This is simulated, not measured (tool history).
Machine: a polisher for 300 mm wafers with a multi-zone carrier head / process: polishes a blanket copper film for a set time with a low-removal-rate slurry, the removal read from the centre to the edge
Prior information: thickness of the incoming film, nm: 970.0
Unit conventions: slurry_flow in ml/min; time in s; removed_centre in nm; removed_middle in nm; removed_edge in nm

run	hour	slurry_flow	centre_zone	middle_zone	edge_zone	slurry_solids	time	removed_centre	removed_middle	removed_edge
1	0.0	295	1.00	1.00	1.00	1.00	62	160.28	157.05	158.74
2	8.2	295	0.92	1.00	1.00	1.00	62	147.18	154.77	158.45
3	13.3	315	0.98	1.03	1.05	1.05	62	159.62	162.33	164.57
4	13.9	315	0.98	1.03	1.08	1.05	62	157.70	164.60	167.13
5	20.0	315	0.98	1.11	1.08	1.05	62	157.25	171.27	164.58
6	24.3	335	1.02	1.10	1.11	1.10	62	168.59	175.82	170.86
7	25.1	355	1.04	1.09	1.13	1.10	62	174.34	175.07	174.56
8	32.5	375	1.06	1.10	1.15	1.10	62	177.85	175.22	175.28

Estimate the outcome of run 9 from the log above:
9	38.6	375	1.06	1.10	1.15	1.10	62	?	?	?

{"run 9": {"removed_centre": 176.42, "removed_middle": 175.69, "removed_edge": 179.27}}

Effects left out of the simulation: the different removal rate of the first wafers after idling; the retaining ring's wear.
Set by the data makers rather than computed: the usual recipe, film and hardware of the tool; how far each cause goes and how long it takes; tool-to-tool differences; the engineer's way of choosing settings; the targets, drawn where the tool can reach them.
